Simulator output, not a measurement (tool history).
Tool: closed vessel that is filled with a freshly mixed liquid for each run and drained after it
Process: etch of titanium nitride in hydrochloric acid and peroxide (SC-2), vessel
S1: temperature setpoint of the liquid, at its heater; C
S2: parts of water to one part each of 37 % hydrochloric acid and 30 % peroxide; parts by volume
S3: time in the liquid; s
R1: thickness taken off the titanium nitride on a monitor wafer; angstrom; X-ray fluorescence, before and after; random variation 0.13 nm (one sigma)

run,hour,S1,S2,S3,R1
1,0.0,54.0,5,280,124.58
2,3.4,54.0,4,280,146.58
3,8.9,57.0,4,280,175.74
4,18.3,57.0,4,280,177.91
5,21.1,60.5,4,280,220.14
6,22.2,60.0,4,280,214.91

Forecast run 7:
7,23.3,59.5,4,280,?

{"run 7": {"R1": 205.41}}
